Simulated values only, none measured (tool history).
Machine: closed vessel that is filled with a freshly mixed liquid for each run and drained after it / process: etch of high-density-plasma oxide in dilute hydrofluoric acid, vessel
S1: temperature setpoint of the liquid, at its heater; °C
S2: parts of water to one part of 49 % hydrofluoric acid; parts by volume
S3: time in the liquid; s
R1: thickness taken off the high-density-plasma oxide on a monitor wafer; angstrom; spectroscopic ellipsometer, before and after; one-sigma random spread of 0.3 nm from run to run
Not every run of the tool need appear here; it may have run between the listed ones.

run 1 hour=0 | S1=24 S2=85 S3=860 | R1=583.92
run 2 hour=0.8 | S1=23 S2=85 S3=860 | R1=567.23
run 3 hour=4.3 | S1=22 S2=85 S3=860 | R1=545.01
run 4 hour=8 | S1=25.5 S2=85 S3=860 | R1=630.6
run 5 hour=8.7 | S1=25.5 S2=75 S3=860 | R1=715.34
run 6 hour=14.8 | S1=25.5 S2=75 S3=860 | R1=723.27

Run 7 is up next; what results do you expect?
run 7 hour=22.1 | S1=23 S2=75 S3=860 | R1=?

Run 7 gave R1 651.46 angstrom.

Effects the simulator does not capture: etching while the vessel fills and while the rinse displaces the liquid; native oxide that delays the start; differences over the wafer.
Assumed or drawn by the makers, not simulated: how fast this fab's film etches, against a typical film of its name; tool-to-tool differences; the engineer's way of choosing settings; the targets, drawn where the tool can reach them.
